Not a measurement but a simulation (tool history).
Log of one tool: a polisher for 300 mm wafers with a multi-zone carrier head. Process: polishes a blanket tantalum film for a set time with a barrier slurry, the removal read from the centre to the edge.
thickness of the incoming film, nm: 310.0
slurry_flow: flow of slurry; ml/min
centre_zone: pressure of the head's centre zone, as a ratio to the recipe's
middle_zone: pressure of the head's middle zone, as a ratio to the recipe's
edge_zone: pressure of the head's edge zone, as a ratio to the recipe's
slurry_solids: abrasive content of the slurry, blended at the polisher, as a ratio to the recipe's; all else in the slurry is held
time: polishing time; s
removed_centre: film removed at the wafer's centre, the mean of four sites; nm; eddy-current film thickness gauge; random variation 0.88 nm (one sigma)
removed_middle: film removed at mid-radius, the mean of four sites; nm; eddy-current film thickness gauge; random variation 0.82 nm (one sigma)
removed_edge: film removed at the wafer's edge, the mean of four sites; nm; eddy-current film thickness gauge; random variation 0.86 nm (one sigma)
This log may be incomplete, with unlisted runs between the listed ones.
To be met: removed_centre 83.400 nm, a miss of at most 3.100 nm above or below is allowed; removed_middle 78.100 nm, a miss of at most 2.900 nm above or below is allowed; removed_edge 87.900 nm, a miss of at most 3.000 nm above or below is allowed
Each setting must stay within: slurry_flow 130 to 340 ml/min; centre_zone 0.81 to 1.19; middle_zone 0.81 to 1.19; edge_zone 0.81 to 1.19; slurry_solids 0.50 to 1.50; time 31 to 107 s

{"run": 1, "hour": 0.0, "slurry_flow": 220, "centre_zone": 1.0, "middle_zone": 1.0, "edge_zone": 1.0, "slurry_solids": 1.0, "time": 69, "removed_centre": 62.253, "removed_middle": 63.449, "removed_edge": 61.615}
{"run": 2, "hour": 6.3, "slurry_flow": 180, "centre_zone": 1.0, "middle_zone": 1.0, "edge_zone": 1.0, "slurry_solids": 1.0, "time": 69, "removed_centre": 60.68, "removed_middle": 61.624, "removed_edge": 59.871}
{"run": 3, "hour": 15.3, "slurry_flow": 180, "centre_zone": 1.0, "middle_zone": 1.0, "edge_zone": 1.07, "slurry_solids": 1.0, "time": 69, "removed_centre": 61.656, "removed_middle": 62.149, "removed_edge": 61.58}
{"run": 4, "hour": 21.9, "slurry_flow": 195, "centre_zone": 1.0, "middle_zone": 0.98, "edge_zone": 1.09, "slurry_solids": 1.1, "time": 70, "removed_centre": 64.47, "removed_middle": 63.878, "removed_edge": 65.665}
{"run": 5, "hour": 23.0, "slurry_flow": 195, "centre_zone": 1.0, "middle_zone": 0.91, "edge_zone": 1.09, "slurry_solids": 1.1, "time": 70, "removed_centre": 65.609, "removed_middle": 60.537, "removed_edge": 65.496}
{"run": 6, "hour": 24.1, "slurry_flow": 205, "centre_zone": 1.0, "middle_zone": 0.91, "edge_zone": 1.11, "slurry_solids": 1.2, "time": 71, "removed_centre": 67.446, "removed_middle": 64.087, "removed_edge": 70.377}
{"run": 7, "hour": 25.9, "slurry_flow": 215, "centre_zone": 1.02, "middle_zone": 0.92, "edge_zone": 1.13, "slurry_solids": 1.25, "time": 71, "removed_centre": 71.056, "removed_middle": 64.926, "removed_edge": 70.883}
{"run": 8, "hour": 34.3, "slurry_flow": 220, "centre_zone": 1.02, "middle_zone": 0.92, "edge_zone": 1.14, "slurry_solids": 1.3, "time": 72, "removed_centre": 71.701, "removed_middle": 65.737, "removed_edge": 74.169}

4 candidate next runs follow, results not yet known. Just one meets every target within its allowed miss. Identify it.
{"run": "A", "hour": 42.7, "slurry_flow": 215, "centre_zone": 1.0, "middle_zone": 0.9, "edge_zone": 1.16, "slurry_solids": 1.5, "time": 82, "removed_centre": "?", "removed_middle": "?", "removed_edge": "?"}
{"run": "B", "hour": 42.7, "slurry_flow": 135, "centre_zone": 0.81, "middle_zone": 1.06, "edge_zone": 1.18, "slurry_solids": 1.5, "time": 89, "removed_centre": "?", "removed_middle": "?", "removed_edge": "?"}
{"run": "C", "hour": 42.7, "slurry_flow": 260, "centre_zone": 0.83, "middle_zone": 1.02, "edge_zone": 1.02, "slurry_solids": 1.45, "time": 68, "removed_centre": "?", "removed_middle": "?", "removed_edge": "?"}
{"run": "D", "hour": 42.7, "slurry_flow": 220, "centre_zone": 0.99, "middle_zone": 1.13, "edge_zone": 1.02, "slurry_solids": 1.4, "time": 68, "removed_centre": "?", "removed_middle": "?", "removed_edge": "?"}

move=A removed_centre=83.227 removed_middle=76.434 removed_edge=87.325
move=B removed_centre=66.282 removed_middle=85.350 removed_edge=89.147
move=C removed_centre=58.805 removed_middle=70.859 removed_edge=68.585
move=D removed_centre=67.633 removed_middle=74.241 removed_edge=66.812
A: in spec on every target
B: corrects the largest miss of the last run, while another result sits out of spec
C: misses by more than the last run did
D: misses by more than the last run did
Move A is the one to make.

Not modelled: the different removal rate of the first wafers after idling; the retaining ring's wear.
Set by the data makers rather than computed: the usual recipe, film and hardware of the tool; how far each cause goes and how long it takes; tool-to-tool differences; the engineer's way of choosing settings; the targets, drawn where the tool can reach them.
